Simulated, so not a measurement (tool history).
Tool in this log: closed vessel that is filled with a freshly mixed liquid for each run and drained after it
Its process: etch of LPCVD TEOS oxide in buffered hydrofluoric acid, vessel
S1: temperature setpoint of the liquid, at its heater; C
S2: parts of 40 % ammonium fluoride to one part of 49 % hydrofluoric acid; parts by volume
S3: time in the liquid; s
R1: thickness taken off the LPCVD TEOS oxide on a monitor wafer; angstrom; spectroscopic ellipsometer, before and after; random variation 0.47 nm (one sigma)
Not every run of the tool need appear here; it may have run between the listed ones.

Run 1, hour 0.0: S1 25.0 C, S2 21.5 parts by volume, S3 30 s. Result: R1 344.72 angstrom.
Run 2, hour 2.1: S1 25.0 C, S2 18.0 parts by volume, S3 30 s. Result: R1 400.72 angstrom.
Run 3, hour 3.4: S1 25.0 C, S2 14.5 parts by volume, S3 30 s. Result: R1 493.04 angstrom.
Run 4, hour 11.9: S1 28.0 C, S2 14.5 parts by volume, S3 30 s. Result: R1 587.52 angstrom.
Run 5, hour 20.1: S1 28.5 C, S2 14.5 parts by volume, S3 30 s. Result: R1 595.64 angstrom.
Run 6, hour 25.1: S1 25.5 C, S2 14.5 parts by volume, S3 30 s. Result: R1 509.91 angstrom.
Run 7, hour 29.0: S1 26.5 C, S2 14.5 parts by volume, S3 30 s. Result: R1 540.19 angstrom.

Run 8 has not been measured yet. What should we expect?
Run 8, hour 35.5: S1 27.5 C, S2 14.5 parts by volume, S3 30 s. Result: R1 ?.

{"run 8": {"R1": 566.13}}
